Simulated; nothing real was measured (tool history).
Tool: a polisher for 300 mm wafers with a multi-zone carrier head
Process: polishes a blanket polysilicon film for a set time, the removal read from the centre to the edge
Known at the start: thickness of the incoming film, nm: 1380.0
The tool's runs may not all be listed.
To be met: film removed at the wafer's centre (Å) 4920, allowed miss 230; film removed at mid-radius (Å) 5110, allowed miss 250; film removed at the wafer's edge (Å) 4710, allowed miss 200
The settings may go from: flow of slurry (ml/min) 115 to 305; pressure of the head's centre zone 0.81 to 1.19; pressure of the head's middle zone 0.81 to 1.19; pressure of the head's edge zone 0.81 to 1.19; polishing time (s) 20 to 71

run    day  flow of slurry (ml/min)  pressure of the head's centre zone  pressure of the head's middle zone  pressure of the head's edge zone  polishing time (s)  film removed at the wafer's centre (Å)  film removed at mid-radius (Å)  film removed at the wafer's edge (Å)
  1      0                      195                                   1                                   1                                 1                  45                                  3447.6                          3434.4                                3372.1
  2  0.367                      195                                   1                                1.08                                 1                  45                                  3469.5                            3587                                3373.1
  3  0.483                      205                                1.01                                 1.1                              1.02                  49                                  3843.4                          4044.7                                3760.6
  4  0.688                      205                                1.08                                 1.1                              1.02                  49                                  4015.9                          4022.3                                3796.8
  5  0.792                      205                                1.08                                1.03                              1.02                  49                                    4059                          3845.7                                3781.3
  6  1.162                      205                                1.08                                1.03                              0.98                  49                                  4122.3                          3888.9                                3676.7
  7  1.529                      215                                1.08                                1.07                                 1                  52                                    4301                          4177.8                                3906.5
  8  1.879                      220                                1.05                                1.12                              1.02                  63                                  5216.3                          5310.5                                4959.6

4 next moves are on the table. One of them brings every result within its allowed miss. Which?
  A  2.229                      205                                1.16                                1.18                              0.87                  61                                       ?                               ?                                     ?
  B  2.229                      230                                1.03                                1.08                              1.18                  63                                       ?                               ?                                     ?
  C  2.229                      195                                 0.9                                1.01                              1.19                  69                                       ?                               ?                                     ?
  D  2.229                      220                                1.04                                1.11                              1.04                  61                                       ?                               ?                                     ?

move  film removed at the wafer's centre (Å)  film removed at mid-radius (Å)  film removed at the wafer's edge (Å)
   A                                  5368.1                          5429.7                                  4438
   B                                  5006.6                          5285.3                                5265.4
   C                                  4655.3                          5339.4                                5689.3
   D                                  4862.8                          5207.4                                  4804
A: further off than the last run
B: brings the result that was furthest off to its target, and leaves another outside
C: takes the result that was furthest off past its target
D: meets every target
Answer: D
